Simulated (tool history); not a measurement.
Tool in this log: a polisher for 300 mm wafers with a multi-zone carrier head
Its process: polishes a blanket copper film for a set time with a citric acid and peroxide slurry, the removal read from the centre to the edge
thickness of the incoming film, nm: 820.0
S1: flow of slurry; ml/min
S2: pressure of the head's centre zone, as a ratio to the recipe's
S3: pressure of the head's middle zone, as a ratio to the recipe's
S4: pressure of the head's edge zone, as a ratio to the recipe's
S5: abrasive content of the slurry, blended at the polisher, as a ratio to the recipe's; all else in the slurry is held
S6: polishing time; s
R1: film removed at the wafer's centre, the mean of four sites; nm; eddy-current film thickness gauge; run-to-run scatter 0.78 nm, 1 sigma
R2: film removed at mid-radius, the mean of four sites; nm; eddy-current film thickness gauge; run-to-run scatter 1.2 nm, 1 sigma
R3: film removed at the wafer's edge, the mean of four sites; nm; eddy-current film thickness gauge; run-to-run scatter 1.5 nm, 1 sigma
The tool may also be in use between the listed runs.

Run 1, hour 0: S1 290 ml/min, S2 1, S3 1, S4 1, S5 1, S6 53 s. Result: R1 89.585 nm, R2 85.313 nm, R3 90.568 nm.
Run 2, hour 5: S1 290 ml/min, S2 1, S3 1.06, S4 1, S5 1, S6 53 s. Result: R1 89.554 nm, R2 87.795 nm, R3 89.751 nm.
Run 3, hour 6.6: S1 290 ml/min, S2 1, S3 1.06, S4 1.03, S5 1, S6 53 s. Result: R1 90.449 nm, R2 89.084 nm, R3 87.822 nm.
Run 4, hour 11.2: S1 290 ml/min, S2 0.92, S3 1.06, S4 1.03, S5 1, S6 53 s. Result: R1 83.006 nm, R2 88.388 nm, R3 89.875 nm.
Run 5, hour 12.4: S1 290 ml/min, S2 0.92, S3 1.06, S4 1.09, S5 1, S6 53 s. Result: R1 83.161 nm, R2 89.253 nm, R3 93.4 nm.
Run 6, hour 15.8: S1 295 ml/min, S2 0.95, S3 1.07, S4 1.1, S5 1.1, S6 53 s. Result: R1 88.017 nm, R2 93.412 nm, R3 93.742 nm.
Run 7, hour 22.1: S1 300 ml/min, S2 0.97, S3 1.06, S4 1.11, S5 1.15, S6 54 s. Result: R1 93.564 nm, R2 95.556 nm, R3 98.447 nm.

For run 8, what comes out?
Run 8, hour 29.3: S1 350 ml/min, S2 1.07, S3 1.16, S4 1.15, S5 1.35, S6 55 s. Result: R1 ?, R2 ?, R3 ?.

{"run 8": {"R1": 112.53, "R2": 112.79, "R3": 110.5}}

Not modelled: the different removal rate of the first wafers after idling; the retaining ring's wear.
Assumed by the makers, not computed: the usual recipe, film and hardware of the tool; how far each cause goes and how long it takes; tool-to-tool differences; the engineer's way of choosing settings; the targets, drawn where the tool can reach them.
